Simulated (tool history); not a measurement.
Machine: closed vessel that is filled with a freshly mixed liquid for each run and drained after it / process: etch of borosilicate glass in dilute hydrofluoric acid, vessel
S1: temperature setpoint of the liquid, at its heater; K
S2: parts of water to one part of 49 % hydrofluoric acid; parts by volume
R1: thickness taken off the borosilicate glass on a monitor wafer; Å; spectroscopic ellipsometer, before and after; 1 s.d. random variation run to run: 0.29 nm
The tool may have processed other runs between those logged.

Run 1, hour 0.0: S1 296.15 K, S2 110 parts by volume, time in the liquid (s) 100. Result: R1 204.35 Å.
Run 2, hour 1.2: S1 298.65 K, S2 100 parts by volume, time in the liquid (s) 100. Result: R1 250.99 Å.
Run 3, hour 8.8: S1 300.15 K, S2 90 parts by volume, time in the liquid (s) 100. Result: R1 298.06 Å.
Run 4, hour 16.5: S1 297.65 K, S2 90 parts by volume, time in the liquid (s) 100. Result: R1 274.05 Å.
Run 5, hour 17.7: S1 299.65 K, S2 85 parts by volume, time in the liquid (s) 100. Result: R1 317.07 Å.
Run 6, hour 21.3: S1 301.15 K, S2 85 parts by volume, time in the liquid (s) 100. Result: R1 332.99 Å.
Run 7, hour 24.5: S1 302.15 K, S2 85 parts by volume, time in the liquid (s) 100. Result: R1 348.58 Å.

Forecast run 8:
Run 8, hour 32.0: S1 302.65 K, S2 85 parts by volume, time in the liquid (s) 100. Result: R1 ?.

Run 8 produced R1 356.25 Å.
